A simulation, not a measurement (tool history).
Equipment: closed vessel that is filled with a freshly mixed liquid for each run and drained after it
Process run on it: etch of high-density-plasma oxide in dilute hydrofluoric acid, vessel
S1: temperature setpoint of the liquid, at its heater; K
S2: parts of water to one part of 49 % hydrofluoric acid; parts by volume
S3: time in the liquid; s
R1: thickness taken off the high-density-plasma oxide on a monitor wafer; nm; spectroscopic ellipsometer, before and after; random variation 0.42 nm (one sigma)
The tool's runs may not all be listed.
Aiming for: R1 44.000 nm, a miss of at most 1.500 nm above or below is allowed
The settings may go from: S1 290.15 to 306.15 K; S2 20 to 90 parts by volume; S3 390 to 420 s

{"run": 1, "day": 0.0, "S1": 298.15, "S2": 50, "S3": 390, "R1": 61.603}
{"run": 2, "day": 0.129, "S1": 298.15, "S2": 65, "S3": 390, "R1": 46.855}
{"run": 3, "day": 0.171, "S1": 301.65, "S2": 65, "S3": 390, "R1": 53.05}
{"run": 4, "day": 0.542, "S1": 301.65, "S2": 65, "S3": 390, "R1": 54.189}
{"run": 5, "day": 0.679, "S1": 301.15, "S2": 65, "S3": 390, "R1": 52.707}
{"run": 6, "day": 0.842, "S1": 300.65, "S2": 65, "S3": 390, "R1": 51.745}
{"run": 7, "day": 0.946, "S1": 300.15, "S2": 65, "S3": 390, "R1": 50.556}
{"run": 8, "day": 1.275, "S1": 299.65, "S2": 65, "S3": 390, "R1": 49.028}
{"run": 9, "day": 1.6, "S1": 299.15, "S2": 65, "S3": 390, "R1": 49.243}
{"run": 10, "day": 1.929, "S1": 298.65, "S2": 65, "S3": 390, "R1": 47.407}
{"run": 11, "day": 2.025, "S1": 297.65, "S2": 65, "S3": 390, "R1": 45.71}

5 candidate next runs follow, results not yet known. Just one meets every target within its allowed miss. Identify it.
{"run": "A", "day": 2.121, "S1": 298.65, "S2": 70, "S3": 395, "R1": "?"}
{"run": "B", "day": 2.121, "S1": 295.65, "S2": 70, "S3": 410, "R1": "?"}
{"run": "C", "day": 2.121, "S1": 296.65, "S2": 65, "S3": 415, "R1": "?"}
{"run": "D", "day": 2.121, "S1": 300.15, "S2": 70, "S3": 405, "R1": "?"}
{"run": "E", "day": 2.121, "S1": 299.15, "S2": 75, "S3": 390, "R1": "?"}

move=A R1=44.125
move=B R1=40.559
move=C R1=46.350
move=D R1=48.022
move=E R1=41.204
A: hits every target within its allowed miss
B: the result that was furthest off in the last run now lies on the other side of its target
C: further off than the last run
D: further off than the last run
E: the result that was furthest off in the last run now lies on the other side of its target
Move A is the one to make.

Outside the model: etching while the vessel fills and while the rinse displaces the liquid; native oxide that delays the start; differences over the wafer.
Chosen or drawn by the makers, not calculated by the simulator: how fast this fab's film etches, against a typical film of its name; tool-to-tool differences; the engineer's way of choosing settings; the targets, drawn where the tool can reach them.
